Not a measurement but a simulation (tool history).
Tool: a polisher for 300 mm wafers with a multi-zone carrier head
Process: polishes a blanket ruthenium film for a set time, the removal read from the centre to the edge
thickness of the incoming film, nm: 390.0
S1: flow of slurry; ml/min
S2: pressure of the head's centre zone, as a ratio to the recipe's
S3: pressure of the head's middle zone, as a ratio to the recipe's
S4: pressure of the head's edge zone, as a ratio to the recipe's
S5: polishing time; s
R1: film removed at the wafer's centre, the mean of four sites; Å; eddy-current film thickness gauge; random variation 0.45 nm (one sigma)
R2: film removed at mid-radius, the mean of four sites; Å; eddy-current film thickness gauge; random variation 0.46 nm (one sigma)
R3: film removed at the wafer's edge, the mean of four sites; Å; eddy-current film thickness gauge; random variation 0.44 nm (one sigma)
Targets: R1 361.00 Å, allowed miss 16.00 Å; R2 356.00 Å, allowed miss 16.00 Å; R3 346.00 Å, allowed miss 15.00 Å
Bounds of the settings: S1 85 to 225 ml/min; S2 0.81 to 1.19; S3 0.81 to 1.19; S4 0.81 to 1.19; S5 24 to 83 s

run 1 day=0.000 | S1=145 S2=1.00 S3=1.00 S4=1.00 S5=53 | R1=483.80 R2=496.16 R3=512.44
run 2 day=0.367 | S1=145 S2=1.01 S3=1.00 S4=0.97 S5=50 | R1=464.59 R2=464.57 R3=473.11
run 3 day=0.412 | S1=145 S2=1.01 S3=1.00 S4=0.97 S5=42 | R1=380.79 R2=402.05 R3=401.19
run 4 day=0.750 | S1=140 S2=1.02 S3=0.99 S4=0.95 S5=42 | R1=385.78 R2=392.05 R3=394.50
run 5 day=0.971 | S1=140 S2=1.02 S3=0.99 S4=0.95 S5=52 | R1=494.62 R2=472.06 R3=483.77
run 6 day=1.171 | S1=140 S2=1.02 S3=0.99 S4=0.95 S5=59 | R1=562.91 R2=544.53 R3=553.06
run 7 day=1.375 | S1=135 S2=1.02 S3=0.99 S4=0.93 S5=55 | R1=515.04 R2=505.37 R3=500.95
run 8 day=1.742 | S1=130 S2=1.02 S3=0.98 S4=0.91 S5=52 | R1=474.01 R2=467.05 R3=474.11
run 9 day=1.979 | S1=130 S2=1.02 S3=0.98 S4=0.91 S5=52 | R1=476.16 R2=473.83 R3=468.09
run 10 day=2.096 | S1=130 S2=1.02 S3=0.97 S4=0.90 S5=49 | R1=454.43 R2=431.89 R3=434.29
run 11 day=2.312 | S1=130 S2=1.01 S3=0.97 S4=0.89 S5=47 | R1=427.43 R2=415.89 R3=416.18
run 12 day=2.654 | S1=115 S2=1.01 S3=0.97 S4=0.82 S5=38 | R1=341.43 R2=330.34 R3=317.82
run 13 day=2.904 | S1=120 S2=1.01 S3=0.97 S4=0.83 S5=38 | R1=335.68 R2=335.40 R3=328.45
run 14 day=3.242 | S1=125 S2=1.02 S3=0.97 S4=0.83 S5=38 | R1=337.50 R2=326.75 R3=332.85
run 15 day=3.467 | S1=140 S2=1.06 S3=1.06 S4=0.83 S5=39 | R1=374.34 R2=376.98 R3=330.78
run 16 day=3.725 | S1=140 S2=1.05 S3=1.05 S4=0.84 S5=39 | R1=378.23 R2=381.66 R3=340.80
run 17 day=4.029 | S1=140 S2=1.05 S3=1.04 S4=0.84 S5=39 | R1=372.74 R2=379.11 R3=351.13

Which of these 4 next moves meets every target?
run A day=4.333 | S1=175 S2=0.95 S3=1.01 S4=0.86 S5=40 | R1=? R2=? R3=?
run B day=4.333 | S1=100 S2=1.12 S3=1.09 S4=0.81 S5=43 | R1=? R2=? R3=?
run C day=4.333 | S1=85 S2=1.05 S3=0.99 S4=0.83 S5=44 | R1=? R2=? R3=?
run D day=4.333 | S1=130 S2=1.06 S3=1.09 S4=0.83 S5=43 | R1=? R2=? R3=?

move=A R1=371.67 R2=397.00 R3=366.40
move=B R1=396.98 R2=403.52 R3=352.12
move=C R1=364.68 R2=362.66 R3=353.13
move=D R1=408.88 R2=430.37 R3=372.03
A: further off than the last run
B: further off than the last run
C: meets every target
D: further off than the last run
The right move is C.

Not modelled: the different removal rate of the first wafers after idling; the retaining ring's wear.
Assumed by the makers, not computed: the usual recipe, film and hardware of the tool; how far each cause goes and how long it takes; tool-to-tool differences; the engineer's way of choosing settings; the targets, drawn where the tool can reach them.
